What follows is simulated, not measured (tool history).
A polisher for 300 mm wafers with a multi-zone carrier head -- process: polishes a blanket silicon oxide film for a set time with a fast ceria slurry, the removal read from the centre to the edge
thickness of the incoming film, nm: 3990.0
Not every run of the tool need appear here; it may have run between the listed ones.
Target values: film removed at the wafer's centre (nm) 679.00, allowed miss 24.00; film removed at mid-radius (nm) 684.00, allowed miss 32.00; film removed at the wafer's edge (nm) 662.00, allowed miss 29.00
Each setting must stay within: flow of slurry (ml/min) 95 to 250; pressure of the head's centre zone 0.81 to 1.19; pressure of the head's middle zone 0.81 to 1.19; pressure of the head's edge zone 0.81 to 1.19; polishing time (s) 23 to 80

run,hour,flow of slurry (ml/min),pressure of the head's centre zone,pressure of the head's middle zone,pressure of the head's edge zone,polishing time (s),film removed at the wafer's centre (nm),film removed at mid-radius (nm),film removed at the wafer's edge (nm)
1,0.0,160,1.00,1.00,1.00,51,483.00,487.38,470.57
2,3.8,165,1.01,1.01,1.02,53,519.58,537.17,507.13
3,7.1,170,1.02,1.01,1.05,54,524.34,530.28,515.91
4,11.5,175,1.03,1.02,1.06,56,569.56,556.53,540.92
5,17.3,175,1.03,1.03,1.07,57,578.11,586.47,563.63
6,21.2,180,1.04,1.04,1.09,58,584.16,594.06,587.26
7,23.3,210,1.12,1.12,1.10,63,718.18,694.22,630.41
8,26.3,210,1.11,1.12,1.11,63,709.50,697.21,637.80

Which one of the following 5 next-run settings gets every result inside its allowed miss? There is exactly one.
A,29.3,195,1.19,1.17,1.12,64,?,?,?
B,29.3,205,1.05,1.07,1.13,64,?,?,?
C,29.3,215,1.03,1.10,0.98,63,?,?,?
D,29.3,205,1.12,1.09,1.02,68,?,?,?
E,29.3,165,1.18,1.13,1.09,65,?,?,?

move,film removed at the wafer's centre (nm),film removed at mid-radius (nm),film removed at the wafer's edge (nm)
A,759.73,727.63,634.51
B,675.10,683.02,641.85
C,656.97,692.31,591.62
D,765.56,736.33,647.76
E,740.39,698.12,622.51
A: lands further from the targets than the last run did
B: hits every target within its allowed miss
C: brings the result that was furthest off to its target, and leaves another outside
D: lands further from the targets than the last run did
E: lands further from the targets than the last run did
Move B is the one to make.

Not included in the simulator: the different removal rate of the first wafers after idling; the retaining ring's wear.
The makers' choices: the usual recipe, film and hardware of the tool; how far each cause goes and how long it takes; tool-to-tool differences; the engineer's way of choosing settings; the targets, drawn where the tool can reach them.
